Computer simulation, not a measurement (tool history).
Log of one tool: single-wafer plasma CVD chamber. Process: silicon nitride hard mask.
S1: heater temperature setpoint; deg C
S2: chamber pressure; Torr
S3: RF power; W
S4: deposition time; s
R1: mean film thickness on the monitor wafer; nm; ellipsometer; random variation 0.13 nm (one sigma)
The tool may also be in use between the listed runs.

Run 1, day 0.000: S1 420 deg C, S2 1.38 Torr, S3 305 W, S4 27.4 s. Result: R1 33.265 nm.
Run 2, day 0.350: S1 420 deg C, S2 1.38 Torr, S3 335 W, S4 27.4 s. Result: R1 35.751 nm.
Run 3, day 0.579: S1 420 deg C, S2 1.32 Torr, S3 325 W, S4 27.4 s. Result: R1 34.232 nm.
Run 4, day 0.788: S1 420 deg C, S2 1.26 Torr, S3 320 W, S4 27.4 s. Result: R1 33.515 nm.
Run 5, day 0.950: S1 425 deg C, S2 1.26 Torr, S3 320 W, S4 27.4 s. Result: R1 33.614 nm.
Run 6, day 1.271: S1 418 deg C, S2 1.26 Torr, S3 320 W, S4 27.4 s. Result: R1 33.867 nm.
Run 7, day 1.412: S1 418 deg C, S2 1.21 Torr, S3 315 W, S4 27.4 s. Result: R1 32.930 nm.
Run 8, day 1.588: S1 418 deg C, S2 1.17 Torr, S3 310 W, S4 27.4 s. Result: R1 32.030 nm.
Run 9, day 1.671: S1 418 deg C, S2 1.13 Torr, S3 305 W, S4 27.4 s. Result: R1 31.246 nm.
Run 10, day 1.962: S1 418 deg C, S2 1.10 Torr, S3 305 W, S4 27.4 s. Result: R1 31.235 nm.

Forecast run 11:
Run 11, day 2.329: S1 418 deg C, S2 1.07 Torr, S3 305 W, S4 27.4 s. Result: R1 ?.

{"run 11": {"R1": 30.676}}
